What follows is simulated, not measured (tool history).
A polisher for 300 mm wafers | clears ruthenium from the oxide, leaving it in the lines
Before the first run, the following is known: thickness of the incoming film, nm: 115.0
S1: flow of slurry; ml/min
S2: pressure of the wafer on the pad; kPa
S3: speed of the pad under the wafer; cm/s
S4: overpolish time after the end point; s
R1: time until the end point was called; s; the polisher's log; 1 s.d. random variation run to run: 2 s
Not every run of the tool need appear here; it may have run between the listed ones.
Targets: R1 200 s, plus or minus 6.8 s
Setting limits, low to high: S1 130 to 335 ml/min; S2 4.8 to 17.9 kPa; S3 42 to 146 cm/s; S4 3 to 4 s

run 1 hour=0 | S1=215 S2=11 S3=94 S4=4 | R1=151.06
run 2 hour=8.2 | S1=215 S2=10.3 S3=94 S4=4 | R1=162.09
run 3 hour=11.9 | S1=215 S2=9.7 S3=94 S4=4 | R1=167.94
run 4 hour=14.5 | S1=215 S2=9.7 S3=106 S4=4 | R1=151.49
run 5 hour=16.4 | S1=215 S2=9 S3=106 S4=4 | R1=164.47
run 6 hour=18.2 | S1=215 S2=8.3 S3=106 S4=4 | R1=174.52
-- hour=23.1 head pressure recalibrated
run 7 hour=23.1 | S1=215 S2=7.6 S3=106 S4=4 | R1=177.25
run 8 hour=25.4 | S1=205 S2=5.5 S3=106 S4=4 | R1=239.05

Which of these 4 next moves meets every target?
run A hour=27.7 | S1=225 S2=6.2 S3=122 S4=4 | R1=?
run B hour=27.7 | S1=175 S2=6.9 S3=118 S4=4 | R1=?
run C hour=27.7 | S1=190 S2=4.8 S3=112 S4=3 | R1=?
run D hour=27.7 | S1=205 S2=5.5 S3=128 S4=3 | R1=?

move=A R1=186.92
move=B R1=181.72
move=C R1=260.66
move=D R1=201.02
A: takes the result that was furthest off past its target
B: takes the result that was furthest off past its target
C: further off than the last run
D: all results in spec
D is the move that brings every result within its allowed miss.

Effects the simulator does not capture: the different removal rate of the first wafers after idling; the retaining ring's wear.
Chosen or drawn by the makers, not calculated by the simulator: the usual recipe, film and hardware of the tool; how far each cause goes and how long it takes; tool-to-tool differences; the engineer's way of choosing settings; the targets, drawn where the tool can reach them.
